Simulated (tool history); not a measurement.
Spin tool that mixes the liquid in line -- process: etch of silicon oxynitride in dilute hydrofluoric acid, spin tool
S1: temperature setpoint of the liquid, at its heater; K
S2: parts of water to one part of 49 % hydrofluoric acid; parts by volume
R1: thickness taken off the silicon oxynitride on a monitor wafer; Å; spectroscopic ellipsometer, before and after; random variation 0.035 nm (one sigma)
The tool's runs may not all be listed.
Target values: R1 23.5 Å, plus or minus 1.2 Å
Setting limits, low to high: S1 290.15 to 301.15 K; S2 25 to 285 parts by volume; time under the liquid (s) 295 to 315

{"run": 1, "day": 0.0, "S1": 293.15, "S2": 155, "time under the liquid (s)": 295, "R1": 45.129}
{"run": 2, "day": 0.329, "S1": 293.15, "S2": 155, "time under the liquid (s)": 295, "R1": 44.329}
{"run": 3, "day": 0.596, "S1": 290.15, "S2": 155, "time under the liquid (s)": 295, "R1": 39.435}
{"run": 4, "day": 0.967, "S1": 291.65, "S2": 155, "time under the liquid (s)": 295, "R1": 41.137}
{"run": 5, "day": 1.138, "S1": 291.65, "S2": 165, "time under the liquid (s)": 295, "R1": 37.981}
{"run": 6, "day": 1.329, "S1": 291.65, "S2": 210, "time under the liquid (s)": 295, "R1": 28.852}
{"run": 7, "day": 1.379, "S1": 291.65, "S2": 215, "time under the liquid (s)": 295, "R1": 29.116}
{"run": 8, "day": 1.646, "S1": 291.65, "S2": 220, "time under the liquid (s)": 295, "R1": 27.458}

Exercise: of the 4 proposed moves below, exactly one satisfies all targets within the stated allowed misses. Which move is it?
{"run": "A", "day": 1.912, "S1": 291.65, "S2": 235, "time under the liquid (s)": 295, "R1": "?"}
{"run": "B", "day": 1.912, "S1": 290.65, "S2": 210, "time under the liquid (s)": 295, "R1": "?"}
{"run": "C", "day": 1.912, "S1": 292.15, "S2": 255, "time under the liquid (s)": 295, "R1": "?"}
{"run": "D", "day": 1.912, "S1": 291.65, "S2": 235, "time under the liquid (s)": 300, "R1": "?"}

move=A R1=25.833
move=B R1=28.057
move=C R1=24.037
move=D R1=26.27
A: closer than the last run, but not yet in spec
B: its largest miss is bigger than the last run's
C: every result lands within tolerance
D: closer than the last run, but not yet in spec
C is the move that brings every result within its allowed miss.
